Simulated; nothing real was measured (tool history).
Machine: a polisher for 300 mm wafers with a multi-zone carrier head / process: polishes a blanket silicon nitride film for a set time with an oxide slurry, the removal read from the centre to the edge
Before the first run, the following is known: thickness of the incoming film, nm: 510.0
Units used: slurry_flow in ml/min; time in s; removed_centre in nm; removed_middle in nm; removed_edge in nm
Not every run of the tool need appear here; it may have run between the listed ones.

Run 1, hour 0: slurry_flow 310 ml/min, centre_zone 1, middle_zone 1, edge_zone 1, slurry_solids 1, time 73 s. Result: removed_centre 45.176 nm, removed_middle 45.008 nm, removed_edge 46.211 nm.
Run 2, hour 7.7: slurry_flow 310 ml/min, centre_zone 1, middle_zone 1, edge_zone 0.93, slurry_solids 1, time 73 s. Result: removed_centre 45.951 nm, removed_middle 45.298 nm, removed_edge 46.788 nm.
Run 3, hour 11.5: slurry_flow 310 ml/min, centre_zone 1, middle_zone 1, edge_zone 0.93, slurry_solids 1, time 87 s. Result: removed_centre 54.249 nm, removed_middle 55.327 nm, removed_edge 55.282 nm.
Run 4, hour 17.8: slurry_flow 310 ml/min, centre_zone 1, middle_zone 1, edge_zone 0.93, slurry_solids 1, time 94 s. Result: removed_centre 58.815 nm, removed_middle 59.334 nm, removed_edge 58.773 nm.
Run 5, hour 25.1: slurry_flow 315 ml/min, centre_zone 1.01, middle_zone 1, edge_zone 0.93, slurry_solids 0.9, time 88 s. Result: removed_centre 52.317 nm, removed_middle 52.032 nm, removed_edge 53.254 nm.
Run 6, hour 28: slurry_flow 315 ml/min, centre_zone 1.03, middle_zone 1.02, edge_zone 0.92, slurry_solids 0.8, time 84 s. Result: removed_centre 47.789 nm, removed_middle 47.97 nm, removed_edge 45.773 nm.
Run 7, hour 32.7: slurry_flow 310 ml/min, centre_zone 1.03, middle_zone 1, edge_zone 0.92, slurry_solids 0.75, time 82 s. Result: removed_centre 45.316 nm, removed_middle 44.224 nm, removed_edge 44.476 nm.
Run 8, hour 34.8: slurry_flow 375 ml/min, centre_zone 1.02, middle_zone 0.98, edge_zone 0.84, slurry_solids 0.5, time 70 s. Result: removed_centre 30.275 nm, removed_middle 29.484 nm, removed_edge 29.079 nm.

Run 9 has not been measured yet. What should we expect?
Run 9, hour 37.7: slurry_flow 375 ml/min, centre_zone 1.03, middle_zone 0.99, edge_zone 0.89, slurry_solids 0.5, time 69 s. Result: removed_centre ?, removed_middle ?, removed_edge ?.

{"run 9": {"removed_centre": 30.185, "removed_middle": 29.116, "removed_edge": 28.855}}

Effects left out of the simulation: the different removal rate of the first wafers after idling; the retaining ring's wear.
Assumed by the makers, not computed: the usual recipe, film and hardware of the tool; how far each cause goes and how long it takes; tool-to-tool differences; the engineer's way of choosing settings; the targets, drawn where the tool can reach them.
